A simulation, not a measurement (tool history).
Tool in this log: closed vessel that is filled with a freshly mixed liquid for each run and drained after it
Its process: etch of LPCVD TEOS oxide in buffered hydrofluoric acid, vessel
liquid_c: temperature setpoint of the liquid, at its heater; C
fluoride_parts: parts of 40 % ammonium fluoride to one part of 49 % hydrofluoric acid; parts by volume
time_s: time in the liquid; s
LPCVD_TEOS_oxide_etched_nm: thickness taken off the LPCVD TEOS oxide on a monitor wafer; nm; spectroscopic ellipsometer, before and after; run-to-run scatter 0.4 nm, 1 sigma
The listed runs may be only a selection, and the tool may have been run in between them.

Run 1, hour 0: liquid_c 22 C, fluoride_parts 20 parts by volume, time_s 30 s. Result: LPCVD_TEOS_oxide_etched_nm 74.701 nm.
Run 2, hour 6: liquid_c 22 C, fluoride_parts 16 parts by volume, time_s 30 s. Result: LPCVD_TEOS_oxide_etched_nm 92.597 nm.
Run 3, hour 9.1: liquid_c 22 C, fluoride_parts 14 parts by volume, time_s 30 s. Result: LPCVD_TEOS_oxide_etched_nm 105.65 nm.
Run 4, hour 12.5: liquid_c 22 C, fluoride_parts 14 parts by volume, time_s 30 s. Result: LPCVD_TEOS_oxide_etched_nm 105.8 nm.
Run 5, hour 18.3: liquid_c 22 C, fluoride_parts 11 parts by volume, time_s 30 s. Result: LPCVD_TEOS_oxide_etched_nm 133.39 nm.
Run 6, hour 23: liquid_c 20.5 C, fluoride_parts 11.5 parts by volume, time_s 30 s. Result: LPCVD_TEOS_oxide_etched_nm 117.56 nm.
Run 7, hour 30.5: liquid_c 19.5 C, fluoride_parts 12 parts by volume, time_s 30 s. Result: LPCVD_TEOS_oxide_etched_nm 106.94 nm.
Run 8, hour 32.7: liquid_c 19 C, fluoride_parts 12.5 parts by volume, time_s 30 s. Result: LPCVD_TEOS_oxide_etched_nm 99.843 nm.

For run 9, what comes out?
Run 9, hour 35.8: liquid_c 18.5 C, fluoride_parts 12.5 parts by volume, time_s 30 s. Result: LPCVD_TEOS_oxide_etched_nm ?.

LPCVD_TEOS_oxide_etched_nm: 97.224 nm
